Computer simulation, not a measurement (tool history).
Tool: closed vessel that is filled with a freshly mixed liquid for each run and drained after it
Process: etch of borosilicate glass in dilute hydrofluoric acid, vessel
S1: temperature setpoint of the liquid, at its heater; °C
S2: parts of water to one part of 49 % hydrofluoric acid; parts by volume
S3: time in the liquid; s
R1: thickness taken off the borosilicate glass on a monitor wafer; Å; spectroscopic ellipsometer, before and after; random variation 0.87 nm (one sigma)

Run 1, day 0: S1 25 °C, S2 180 parts by volume, S3 575 s. Result: R1 487.93 Å.
Run 2, day 0.138: S1 26 °C, S2 175 parts by volume, S3 575 s. Result: R1 518.98 Å.
Run 3, day 0.312: S1 23 °C, S2 175 parts by volume, S3 575 s. Result: R1 465.64 Å.
Run 4, day 0.367: S1 23 °C, S2 175 parts by volume, S3 610 s. Result: R1 497.1 Å.
Run 5, day 0.633: S1 23 °C, S2 175 parts by volume, S3 575 s. Result: R1 467.37 Å.
Run 6, day 0.892: S1 21 °C, S2 175 parts by volume, S3 575 s. Result: R1 430.38 Å.
Run 7, day 1.05: S1 22.5 °C, S2 170 parts by volume, S3 575 s. Result: R1 475.07 Å.
Run 8, day 1.108: S1 23.5 °C, S2 165 parts by volume, S3 575 s. Result: R1 514.41 Å.
Run 9, day 1.2: S1 24.5 °C, S2 160 parts by volume, S3 575 s. Result: R1 545.67 Å.
Run 10, day 1.312: S1 25.5 °C, S2 155 parts by volume, S3 575 s. Result: R1 589.43 Å.
Run 11, day 1.533: S1 26.5 °C, S2 150 parts by volume, S3 575 s. Result: R1 628.79 Å.
Run 12, day 1.804: S1 27 °C, S2 145 parts by volume, S3 575 s. Result: R1 685.83 Å.

Run 13 comes next. What will it give?
Run 13, day 1.917: S1 27.5 °C, S2 145 parts by volume, S3 575 s. Result: R1 ?.

{"run 13": {"R1": 688.76}}
